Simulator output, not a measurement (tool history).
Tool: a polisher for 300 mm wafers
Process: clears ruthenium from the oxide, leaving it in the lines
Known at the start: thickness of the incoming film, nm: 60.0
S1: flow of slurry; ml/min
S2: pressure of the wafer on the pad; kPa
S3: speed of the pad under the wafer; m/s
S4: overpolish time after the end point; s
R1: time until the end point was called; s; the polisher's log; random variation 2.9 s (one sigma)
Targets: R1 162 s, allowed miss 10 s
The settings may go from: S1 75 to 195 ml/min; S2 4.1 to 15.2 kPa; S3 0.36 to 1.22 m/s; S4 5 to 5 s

run	hour	S1	S2	S3	S4	R1
1	0	125	9.7	0.78	5	110.3
2	6.8	125	9	0.78	5	117.99
3	15.2	140	9	0.78	5	111.74
4	16	140	9	0.94	5	97.858
5	20.9	140	8.3	0.94	5	99.596
6	22.1	140	8.3	0.94	5	99.532
7	25.7	140	7.6	0.92	5	108.04
8	32.8	140	6.9	0.9	5	116.05
9	41.8	140	6.2	0.88	5	125.35
10	50.4	135	4.8	0.84	5	145.74
11	56.2	135	4.8	0.84	5	151.32

5 next moves are on the table. One of them brings every result within its allowed miss. Which?
A	62	125	4.8	0.9	5	?
B	62	130	4.1	0.68	5	?
C	62	100	4.1	0.72	5	?
D	62	140	6.2	0.68	5	?
E	62	145	5.5	0.8	5	?

move	R1
A	136.26
B	188.73
C	189.36
D	155.52
E	139.84
A: further off than the last run
B: takes the result that was furthest off past its target
C: takes the result that was furthest off past its target
D: meets every target
E: further off than the last run
Move D is the one to make.
